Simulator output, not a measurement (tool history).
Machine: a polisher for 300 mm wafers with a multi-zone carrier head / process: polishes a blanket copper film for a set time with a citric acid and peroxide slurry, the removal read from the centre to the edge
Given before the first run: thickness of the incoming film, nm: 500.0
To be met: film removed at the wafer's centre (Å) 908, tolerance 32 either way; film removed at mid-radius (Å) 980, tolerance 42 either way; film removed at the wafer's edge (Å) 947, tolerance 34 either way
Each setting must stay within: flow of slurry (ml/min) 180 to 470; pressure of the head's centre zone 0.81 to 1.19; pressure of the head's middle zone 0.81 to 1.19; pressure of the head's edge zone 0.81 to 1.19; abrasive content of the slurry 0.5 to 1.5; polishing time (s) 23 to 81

run	day	flow of slurry (ml/min)	pressure of the head's centre zone	pressure of the head's middle zone	pressure of the head's edge zone	abrasive content of the slurry	polishing time (s)	film removed at the wafer's centre (Å)	film removed at mid-radius (Å)	film removed at the wafer's edge (Å)
1	0	300	1	1	1	1	52	1656.1	1639.4	1602
2	0.212	300	1	1	1	0.85	52	1550.3	1580.7	1521
3	0.542	250	1	1	1	0.85	52	1540.1	1562.3	1497.1
4	0.592	250	1	1	1.05	0.85	52	1557.8	1578.8	1512.9
5	0.938	240	0.98	0.98	1.03	0.75	47	1296.8	1336.2	1346.8
6	1.196	230	0.99	0.99	1	0.65	43	1167.1	1169.6	1149.7
7	1.246	225	0.97	0.99	0.97	0.6	42	1107.9	1122.7	1093.7
8	1.271	225	0.87	0.96	0.87	0.5	38	839.73	942.8	897.79

Pick the move, out of 5, that brings all results within their allowed miss; only one does.
A	1.296	235	0.81	1.07	0.94	0.6	37	?	?	?
B	1.296	195	1.08	1.06	0.81	0.55	34	?	?	?
C	1.296	225	0.93	0.99	0.98	0.5	38	?	?	?
D	1.296	185	0.95	0.81	0.99	0.5	41	?	?	?
E	1.296	205	0.82	0.98	0.89	0.65	36	?	?	?

move	film removed at the wafer's centre (Å)	film removed at mid-radius (Å)	film removed at the wafer's edge (Å)
A	801.53	1041.4	943.81
B	947.65	914.81	784.37
C	896.53	954.39	939.02
D	972.42	874.41	1010.1
E	797.94	958.44	909.47
A: moves away from the targets compared with the last run
B: takes the biggest miss from the last run beyond its target
C: meets every target
D: takes the biggest miss from the last run beyond its target
E: moves away from the targets compared with the last run
The right move is C.

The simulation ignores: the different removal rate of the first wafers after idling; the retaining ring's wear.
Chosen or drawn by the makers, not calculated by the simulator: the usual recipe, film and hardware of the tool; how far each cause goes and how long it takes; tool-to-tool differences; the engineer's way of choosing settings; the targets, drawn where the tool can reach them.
